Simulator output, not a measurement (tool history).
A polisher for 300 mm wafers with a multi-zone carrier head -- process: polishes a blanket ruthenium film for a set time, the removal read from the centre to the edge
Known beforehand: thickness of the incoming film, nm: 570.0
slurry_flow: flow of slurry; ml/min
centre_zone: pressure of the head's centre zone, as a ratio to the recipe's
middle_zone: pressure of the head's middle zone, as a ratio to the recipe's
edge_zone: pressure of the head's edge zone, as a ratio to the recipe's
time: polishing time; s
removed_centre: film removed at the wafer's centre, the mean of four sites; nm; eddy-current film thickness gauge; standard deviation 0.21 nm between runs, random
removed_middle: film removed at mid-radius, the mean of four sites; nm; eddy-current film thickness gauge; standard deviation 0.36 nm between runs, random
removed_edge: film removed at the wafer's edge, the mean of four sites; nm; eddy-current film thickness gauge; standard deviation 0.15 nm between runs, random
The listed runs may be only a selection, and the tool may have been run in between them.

run 1 hour=0.0 | slurry_flow=210 centre_zone=1.00 middle_zone=1.00 edge_zone=1.00 time=39 | removed_centre=27.751 removed_middle=28.410 removed_edge=28.393
run 2 hour=3.4 | slurry_flow=210 centre_zone=0.93 middle_zone=1.00 edge_zone=1.00 time=39 | removed_centre=26.336 removed_middle=28.389 removed_edge=28.712
run 3 hour=12.1 | slurry_flow=230 centre_zone=0.93 middle_zone=1.00 edge_zone=1.00 time=39 | removed_centre=26.547 removed_middle=29.075 removed_edge=29.095
run 4 hour=19.3 | slurry_flow=230 centre_zone=0.93 middle_zone=0.93 edge_zone=1.00 time=39 | removed_centre=26.216 removed_middle=28.363 removed_edge=28.763
run 5 hour=20.1 | slurry_flow=230 centre_zone=0.99 middle_zone=0.93 edge_zone=1.00 time=39 | removed_centre=28.091 removed_middle=27.622 removed_edge=28.627
run 6 hour=29.0 | slurry_flow=230 centre_zone=0.99 middle_zone=0.85 edge_zone=1.00 time=39 | removed_centre=27.487 removed_middle=25.770 removed_edge=28.745
run 7 hour=33.8 | slurry_flow=215 centre_zone=0.94 middle_zone=0.87 edge_zone=0.95 time=38 | removed_centre=25.657 removed_middle=25.251 removed_edge=27.460
run 8 hour=36.9 | slurry_flow=215 centre_zone=0.90 middle_zone=0.90 edge_zone=0.92 time=37 | removed_centre=24.210 removed_middle=25.130 removed_edge=26.378

Expected results for the next run?
run 9 hour=42.5 | slurry_flow=210 centre_zone=0.87 middle_zone=0.93 edge_zone=0.89 time=37 | removed_centre=? removed_middle=? removed_edge=?

removed_centre: 22.559 nm
removed_middle: 25.767 nm
removed_edge: 25.861 nm
